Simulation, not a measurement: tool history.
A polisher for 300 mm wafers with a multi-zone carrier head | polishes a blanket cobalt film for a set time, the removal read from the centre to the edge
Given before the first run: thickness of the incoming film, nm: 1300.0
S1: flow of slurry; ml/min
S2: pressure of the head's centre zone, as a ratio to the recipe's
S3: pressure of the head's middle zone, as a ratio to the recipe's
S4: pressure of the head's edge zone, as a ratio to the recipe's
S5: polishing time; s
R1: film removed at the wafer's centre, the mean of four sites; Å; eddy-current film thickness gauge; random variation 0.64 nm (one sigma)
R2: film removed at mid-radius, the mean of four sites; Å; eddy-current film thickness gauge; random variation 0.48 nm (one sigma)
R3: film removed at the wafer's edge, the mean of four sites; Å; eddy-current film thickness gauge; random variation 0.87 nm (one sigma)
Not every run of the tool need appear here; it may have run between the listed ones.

Run 1, hour 0: S1 290 ml/min, S2 1, S3 1, S4 1, S5 40 s. Result: R1 1183 Å, R2 1187.3 Å, R3 1216.7 Å.
Run 2, hour 6.4: S1 290 ml/min, S2 1, S3 1, S4 1, S5 37 s. Result: R1 1096.8 Å, R2 1085.9 Å, R3 1113.7 Å.
Run 3, hour 11.1: S1 325 ml/min, S2 1, S3 1, S4 1, S5 37 s. Result: R1 1108.6 Å, R2 1085 Å, R3 1112.8 Å.
Run 4, hour 15.7: S1 325 ml/min, S2 0.94, S3 1, S4 1, S5 37 s. Result: R1 1040.5 Å, R2 1108 Å, R3 1136 Å.
Run 5, hour 18.9: S1 325 ml/min, S2 0.94, S3 1, S4 1, S5 31 s. Result: R1 880.98 Å, R2 919.24 Å, R3 935.46 Å.
Run 6, hour 27.6: S1 325 ml/min, S2 0.94, S3 1, S4 1, S5 37 s. Result: R1 1036.3 Å, R2 1100.7 Å, R3 1137.5 Å.
Run 7, hour 32.5: S1 325 ml/min, S2 0.94, S3 0.98, S4 0.98, S5 34 s. Result: R1 960.93 Å, R2 1005.9 Å, R3 1032.2 Å.
Run 8, hour 33.4: S1 325 ml/min, S2 0.94, S3 0.97, S4 0.98, S5 31 s. Result: R1 879.44 Å, R2 905.38 Å, R3 928.74 Å.
Run 9, hour 34.9: S1 325 ml/min, S2 0.94, S3 0.95, S4 0.97, S5 29 s. Result: R1 810.23 Å, R2 828.91 Å, R3 864.53 Å.
Run 10, hour 43.4: S1 325 ml/min, S2 0.94, S3 0.93, S4 0.95, S5 28 s. Result: R1 777.64 Å, R2 796.04 Å, R3 827.74 Å.
Run 11, hour 47.8: S1 325 ml/min, S2 0.95, S3 0.91, S4 0.93, S5 27 s. Result: R1 776.13 Å, R2 747.09 Å, R3 808.38 Å.
Run 12, hour 50.6: S1 325 ml/min, S2 0.95, S3 0.91, S4 0.91, S5 26 s. Result: R1 746.64 Å, R2 707.75 Å, R3 774.25 Å.
Run 13, hour 59.1: S1 325 ml/min, S2 0.95, S3 0.91, S4 0.91, S5 26 s. Result: R1 742.77 Å, R2 721.25 Å, R3 751.74 Å.
Run 14, hour 65.7: S1 320 ml/min, S2 0.95, S3 0.9, S4 0.89, S5 26 s. Result: R1 735.64 Å, R2 702.88 Å, R3 735.73 Å.
Run 15, hour 73.4: S1 310 ml/min, S2 0.95, S3 0.89, S4 0.88, S5 26 s. Result: R1 741.61 Å, R2 702.29 Å, R3 744.03 Å.
Run 16, hour 81.7: S1 325 ml/min, S2 0.94, S3 0.89, S4 0.84, S5 22 s. Result: R1 628.36 Å, R2 594.41 Å, R3 614.4 Å.
Run 17, hour 89.9: S1 325 ml/min, S2 0.95, S3 0.9, S4 0.85, S5 22 s. Result: R1 622.07 Å, R2 607.2 Å, R3 619.28 Å.
Run 18, hour 93.3: S1 325 ml/min, S2 0.96, S3 0.9, S4 0.86, S5 22 s. Result: R1 632.39 Å, R2 599.53 Å, R3 608.42 Å.
Run 19, hour 100.8: S1 325 ml/min, S2 0.96, S3 0.9, S4 0.87, S5 22 s. Result: R1 642.27 Å, R2 608.3 Å, R3 622 Å.

Run 20 is up next; what results do you expect?
At hour 104.8: slurry nozzle cleaned.
Run 20, hour 104.8: S1 325 ml/min, S2 0.96, S3 0.9, S4 0.88, S5 22 s. Result: R1 ?, R2 ?, R3 ?.

Run 20 produced R1 653.55 Å, R2 609.85 Å, R3 636.47 Å.
